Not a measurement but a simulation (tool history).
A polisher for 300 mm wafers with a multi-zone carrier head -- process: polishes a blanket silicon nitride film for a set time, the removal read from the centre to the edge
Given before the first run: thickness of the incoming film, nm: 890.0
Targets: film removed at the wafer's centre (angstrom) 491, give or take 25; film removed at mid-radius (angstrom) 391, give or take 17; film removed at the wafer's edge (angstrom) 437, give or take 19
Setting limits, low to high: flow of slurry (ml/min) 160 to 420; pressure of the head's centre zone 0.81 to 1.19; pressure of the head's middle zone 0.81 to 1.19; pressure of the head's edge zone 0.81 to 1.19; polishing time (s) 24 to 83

run	hour	flow of slurry (ml/min)	pressure of the head's centre zone	pressure of the head's middle zone	pressure of the head's edge zone	polishing time (s)	film removed at the wafer's centre (angstrom)	film removed at mid-radius (angstrom)	film removed at the wafer's edge (angstrom)
1	0	270	1	1	1	53	670.74	686.28	634.5
2	8.2	305	1	1	1	53	663.63	673.49	643.09
3	15	310	1.01	0.97	1	49	602.03	607.97	587.29
4	16.9	310	1.01	0.97	0.94	49	611.62	614.57	573.46
5	18.9	315	1.04	0.94	0.95	46	597.93	562.67	550
6	22.6	315	1.04	0.94	0.87	46	581.13	555.97	523.12
7	28	315	1.05	0.91	0.88	44	561.31	531.41	501.17
8	30	240	1.15	0.81	0.98	30	408.88	310.13	353.11
9	37.4	240	1.15	0.81	0.98	30	400.06	308.51	353.67
10	39.7	255	1.15	0.83	1	31	425.95	325.8	363.9
11	47.7	265	1.14	0.83	1.01	32	430.31	345.5	383.93
12	52.5	275	1.15	0.83	1.02	33	443.32	359.28	397.64
13	57.4	275	1.16	0.83	1.02	34	460.86	368.98	419.62
14	65.3	280	1.17	0.83	1.01	34	470.56	379.47	413.65

Pick the move, out of 4, that brings all results within their allowed miss; only one does.
A	73.2	335	1.11	0.92	0.96	32	?	?	?
B	73.2	260	1.19	0.81	0.93	35	?	?	?
C	73.2	395	1.13	0.83	1.04	35	?	?	?
D	73.2	285	1.19	0.88	0.95	32	?	?	?

move	film removed at the wafer's centre (angstrom)	film removed at mid-radius (angstrom)	film removed at the wafer's edge (angstrom)
A	432.56	386.05	376.48
B	484.2	369.91	397.98
C	486.72	393.17	433.11
D	448.22	365.92	370.17
A: further off than the last run
B: further off than the last run
C: all results in spec
D: further off than the last run
C is the move that brings every result within its allowed miss.
